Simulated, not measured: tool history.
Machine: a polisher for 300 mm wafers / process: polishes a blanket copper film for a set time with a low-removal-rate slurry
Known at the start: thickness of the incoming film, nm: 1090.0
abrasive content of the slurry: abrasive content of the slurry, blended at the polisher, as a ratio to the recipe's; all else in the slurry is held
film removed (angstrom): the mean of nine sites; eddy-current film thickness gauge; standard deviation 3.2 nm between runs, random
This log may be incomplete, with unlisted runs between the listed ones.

run,hour,flow of slurry (ml/min),pressure of the wafer on the pad (psi),speed of the pad under the wafer (cm/s),abrasive content of the slurry,polishing time (s),film removed (angstrom)
1,0.0,305,3.1,114,1.0,101,3021.1
2,5.8,305,3.8,114,1.0,101,3744.5
3,13.5,305,3.4,112,1.0,101,3274.7
4,19.7,305,3.4,100,1.0,101,2975.9
5,22.9,305,3.2,100,1.0,101,2832.5
6,23.7,265,3.2,100,1.0,101,2767.9

Run 7 has not been measured yet. What should we expect?
7,32.3,265,3.0,100,1.0,101,?

{"run 7": {"film removed (angstrom)": 2686.6}}
